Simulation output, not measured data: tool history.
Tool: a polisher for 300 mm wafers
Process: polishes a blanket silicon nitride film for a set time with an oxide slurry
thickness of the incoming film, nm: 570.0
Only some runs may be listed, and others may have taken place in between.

run	hour	flow of slurry (ml/min)	pressure of the wafer on the pad (psi)	speed of the pad under the wafer (cm/s)	abrasive content of the slurry	polishing time (s)	film removed (Å)
1	0	305	3.6	130	1	73	576.42
2	3.6	305	3.7	130	1	73	590.35
3	9.8	305	3.8	130	1	73	604.59
4	11.2	305	3.4	130	1	73	552.58
5	18.7	305	3.4	104	1	73	487.36
6	27	270	3.4	104	1	73	479.32
7	30.1	270	3.4	104	1	73	483.52
8	34.7	270	3.6	104	1	73	495.98
9	37.8	275	3.8	104	1	73	528.59
10	38.4	275	4	104	1	73	546.81
11	46.2	275	4.2	104	1	73	566.43
12	51.6	275	4.4	106	1	73	609.34
13	55.1	275	4.5	106	1	73	608.94
14	64	280	5.5	108	1	73	747.28

The next listed run, before its measurement:
15	67.3	280	5.6	114	1	73	?

For run 15 the tool returned film removed (Å) 771.36.
